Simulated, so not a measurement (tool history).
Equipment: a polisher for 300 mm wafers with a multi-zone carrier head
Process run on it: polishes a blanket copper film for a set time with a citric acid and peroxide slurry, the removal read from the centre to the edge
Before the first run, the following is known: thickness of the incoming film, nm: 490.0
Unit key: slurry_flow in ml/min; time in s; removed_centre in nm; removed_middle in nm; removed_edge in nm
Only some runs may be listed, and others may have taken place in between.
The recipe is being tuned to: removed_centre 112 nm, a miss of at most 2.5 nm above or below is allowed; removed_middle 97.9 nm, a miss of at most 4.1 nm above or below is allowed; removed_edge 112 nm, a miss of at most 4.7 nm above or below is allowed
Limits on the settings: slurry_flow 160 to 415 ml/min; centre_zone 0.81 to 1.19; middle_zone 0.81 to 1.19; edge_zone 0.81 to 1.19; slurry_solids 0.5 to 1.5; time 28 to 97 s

run  hour  slurry_flow  centre_zone  middle_zone  edge_zone  slurry_solids  time  removed_centre  removed_middle  removed_edge
  1     0          265            1            1          1              1    62          137.94          143.52           144
  2   8.3          315            1            1          1              1    62          141.26          143.19        140.42
  3   9.4          315         0.96            1          1              1    62           134.3          142.56        147.95
  4  14.4          350         0.96            1          1              1    62          136.37           145.2        144.18
  5  17.6          355         0.97         0.94          1           0.85    59          124.18          122.84        131.24
  6  19.5          355         0.97         1.01          1           0.85    59          125.33          132.89        128.91
  7  21.7          365         0.97         0.95       0.98           0.75    59          118.72          122.01         121.2
  8  27.3          360         0.98          0.9       0.98            0.7    58          115.84          110.23        117.94
  9  35.9          355         0.98         0.87       0.96            0.7    58          116.69          105.86        120.85
 10    40          360         0.98         0.86       0.95           0.65    58          112.36          105.25         115.8
 11  45.1          360         0.99         0.85       0.95           0.65    58          112.06          102.71        116.34
 12  53.5          360         0.99         0.85       0.95           0.65    58          113.51          102.37        116.21
 13  55.5          360         0.99         0.85       0.95           0.65    58          113.46          103.02        113.29
 14  61.4          340         0.99         0.81       0.95            0.6    58          109.13          95.555        110.94

Pick the move, out of 5, that brings all results within their allowed miss; only one does.
  A  67.3          320         1.01         0.83       0.96            0.6    59               ?               ?             ?
  B  67.3          275         0.99         0.83       0.91           0.75    53               ?               ?             ?
  C  67.3          360         1.05         0.91       0.98            0.5    59               ?               ?             ?
  D  67.3          395         1.07         0.97       0.89            0.5    60               ?               ?             ?
  E  67.3          175          1.1         0.82        1.1            0.5    65               ?               ?             ?

move  removed_centre  removed_middle  removed_edge
   A          112.26          97.371         108.7
   B          106.15          94.003        103.17
   C          108.15           97.36        101.24
   D          112.94          105.21        99.698
   E          112.46          89.794         109.3
A: meets every target
B: further off than the last run
C: further off than the last run
D: brings the result that was furthest off to its target, and leaves another outside
E: brings the result that was furthest off to its target, and leaves another outside
A meets every target.
